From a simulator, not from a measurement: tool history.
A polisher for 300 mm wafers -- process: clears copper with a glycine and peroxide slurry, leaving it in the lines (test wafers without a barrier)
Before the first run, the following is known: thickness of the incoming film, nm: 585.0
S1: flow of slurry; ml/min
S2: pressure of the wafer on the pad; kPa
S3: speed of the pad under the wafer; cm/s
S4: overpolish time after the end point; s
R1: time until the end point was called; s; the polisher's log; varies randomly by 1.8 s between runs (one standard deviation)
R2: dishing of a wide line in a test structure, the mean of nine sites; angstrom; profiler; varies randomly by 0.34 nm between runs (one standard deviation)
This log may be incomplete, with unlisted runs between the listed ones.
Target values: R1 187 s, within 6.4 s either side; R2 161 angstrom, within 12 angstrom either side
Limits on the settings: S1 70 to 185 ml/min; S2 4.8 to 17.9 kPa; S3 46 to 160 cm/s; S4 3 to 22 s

| run | hour | S1 | S2 | S3 | S4 | R1 | R2 |
|---|---|---|---|---|---|---|---|
| 1 | 0 | 120 | 11 | 102 | 11 | 161.38 | 266.27 |
| 2 | 6 | 115 | 10.3 | 102 | 9 | 171.26 | 214.08 |
| 3 | 8.2 | 130 | 10.3 | 102 | 9 | 163.14 | 223.91 |
| 4 | 15.2 | 120 | 10.3 | 102 | 8 | 168.17 | 197.02 |
| 5 | 22.4 | 105 | 10.3 | 102 | 8 | 172.48 | 191.85 |
| 6 | 23.3 | 105 | 13.1 | 102 | 8 | 156.15 | 214.31 |
| 7 | 30.4 | 100 | 12.4 | 102 | 8 | 160.6 | 211.44 |
| 8 | 35.4 | 95 | 11.7 | 102 | 7 | 168.95 | 186.91 |
| 9 | 42.5 | 90 | 11 | 102 | 7 | 174.54 | 167.11 |
| 10 | 51 | 85 | 11 | 102 | 7 | 178.51 | 167.9 |

5 candidate next runs follow, results not yet known. Just one meets every target within its allowed miss. Identify it.
| A | 59.5 | 70 | 11.7 | 102 | 7 | ? | ? |
| B | 59.5 | 80 | 11.7 | 98 | 8 | ? | ? |
| C | 59.5 | 75 | 11 | 128 | 7 | ? | ? |
| D | 59.5 | 75 | 10.3 | 118 | 7 | ? | ? |
| E | 59.5 | 70 | 7.6 | 132 | 9 | ? | ? |

| move | R1 | R2 |
|---|---|---|
| A | 183.66 | 166.45 |
| B | 179.86 | 190.64 |
| C | 159.87 | 186.85 |
| D | 173.97 | 173.97 |
| E | 190.7 | 198.86 |
A: in spec on every target
B: lands further from the targets than the last run did
C: lands further from the targets than the last run did
D: lands further from the targets than the last run did
E: gets the furthest-off result to its target, but another result is out of tolerance
Answer: A

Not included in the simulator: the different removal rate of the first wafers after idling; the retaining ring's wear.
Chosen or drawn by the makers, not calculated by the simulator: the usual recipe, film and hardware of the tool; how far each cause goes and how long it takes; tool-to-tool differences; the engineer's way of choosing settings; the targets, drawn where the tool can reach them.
